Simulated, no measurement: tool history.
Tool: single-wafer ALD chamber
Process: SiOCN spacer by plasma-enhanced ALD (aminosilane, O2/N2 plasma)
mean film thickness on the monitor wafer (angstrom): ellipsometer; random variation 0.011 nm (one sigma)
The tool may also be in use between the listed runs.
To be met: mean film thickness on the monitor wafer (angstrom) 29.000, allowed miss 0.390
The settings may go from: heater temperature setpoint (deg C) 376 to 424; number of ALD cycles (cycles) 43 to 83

run,hour,heater temperature setpoint (deg C),number of ALD cycles (cycles),mean film thickness on the monitor wafer (angstrom)
1,0.0,400,63,39.657
2,8.1,401,61,38.076
3,12.0,410,61,37.213
4,20.0,410,52,31.786
5,22.9,411,52,31.813
6,29.6,411,45,27.529
7,36.8,411,45,27.624
8,38.2,410,45,27.583
9,39.5,408,46,28.340
10,41.5,406,46,28.281

5 next moves are on the table. One of them brings every result within its allowed miss. Which?
A,43.5,406,47,?
B,43.5,410,46,?
C,43.5,407,46,?
D,43.5,404,45,?
E,43.5,412,45,?

move,mean film thickness on the monitor wafer (angstrom)
A,28.993
B,28.013
C,28.285
D,27.936
E,27.227
A: meets every target
B: further off than the last run
C: as far off as the last run
D: further off than the last run
E: further off than the last run
Move A is the one to make.

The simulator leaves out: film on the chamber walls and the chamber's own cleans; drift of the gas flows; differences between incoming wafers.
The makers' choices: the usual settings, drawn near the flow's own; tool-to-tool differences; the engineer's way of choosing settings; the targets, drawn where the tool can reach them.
